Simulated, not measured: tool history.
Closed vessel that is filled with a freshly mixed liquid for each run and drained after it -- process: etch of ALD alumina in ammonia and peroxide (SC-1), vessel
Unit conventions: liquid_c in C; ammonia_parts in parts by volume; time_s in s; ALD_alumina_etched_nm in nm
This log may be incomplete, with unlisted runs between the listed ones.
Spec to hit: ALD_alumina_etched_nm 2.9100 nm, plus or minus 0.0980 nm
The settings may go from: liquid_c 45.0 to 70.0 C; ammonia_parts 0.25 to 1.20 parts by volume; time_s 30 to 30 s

run,hour,liquid_c,ammonia_parts,time_s,ALD_alumina_etched_nm
1,0.0,61.0,0.95,30,2.5158
2,4.2,67.5,0.95,30,3.4707
3,10.8,66.5,0.95,30,3.3239
4,16.2,66.0,0.95,30,3.2252
5,21.1,70.0,0.95,30,3.9242
6,27.1,68.5,0.95,30,3.6125
7,35.1,67.5,0.95,30,3.4503
8,42.0,66.5,0.95,30,3.3051
9,50.4,66.0,0.95,30,3.2620
10,55.7,65.5,0.95,30,3.1026
11,62.8,65.0,0.95,30,3.0700

Below are 4 possible settings for the next run. Only one of them brings all results inside the allowed miss of their targets. Which is it?
A,69.9,64.0,1.00,30,?
B,69.9,67.5,0.25,30,?
C,69.9,65.5,0.90,30,?
D,69.9,67.0,0.80,30,?

move,ALD_alumina_etched_nm
A,2.9218
B,3.0465
C,3.1167
D,3.3183
A: all results land within tolerance of their targets
B: moves toward the targets from the last run without getting all of them in spec
C: moves away from the targets compared with the last run
D: moves away from the targets compared with the last run
The move that meets every target is A.
